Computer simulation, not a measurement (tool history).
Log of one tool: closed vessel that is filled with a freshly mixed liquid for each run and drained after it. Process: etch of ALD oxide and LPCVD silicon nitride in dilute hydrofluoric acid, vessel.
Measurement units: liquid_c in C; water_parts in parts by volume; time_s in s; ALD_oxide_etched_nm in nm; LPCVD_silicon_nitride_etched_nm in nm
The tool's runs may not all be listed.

run,hour,liquid_c,water_parts,time_s,ALD_oxide_etched_nm,LPCVD_silicon_nitride_etched_nm
1,0.0,21.0,45,60,17.890,0.52686
2,0.9,23.5,45,60,19.333,0.62751
3,7.9,26.5,45,60,22.337,0.76340
4,15.3,26.5,45,40,14.887,0.52101
5,22.4,26.0,45,40,14.583,0.52536
6,31.0,26.0,45,55,20.290,0.77067
7,39.0,25.0,45,55,19.089,0.75991
8,44.9,24.0,45,55,18.269,0.70428
9,46.0,23.0,45,55,17.819,0.56514
10,53.3,22.5,45,55,17.524,0.59726
11,56.0,22.0,45,55,16.998,0.58480
12,62.2,21.5,45,55,16.498,0.49773

Run 13, settings as shown, results not yet in. Your forecast:
13,64.3,20.5,50,55,?,?

{"run 13": {"ALD_oxide_etched_nm": 14.284, "LPCVD_silicon_nitride_etched_nm": 0.3986}}

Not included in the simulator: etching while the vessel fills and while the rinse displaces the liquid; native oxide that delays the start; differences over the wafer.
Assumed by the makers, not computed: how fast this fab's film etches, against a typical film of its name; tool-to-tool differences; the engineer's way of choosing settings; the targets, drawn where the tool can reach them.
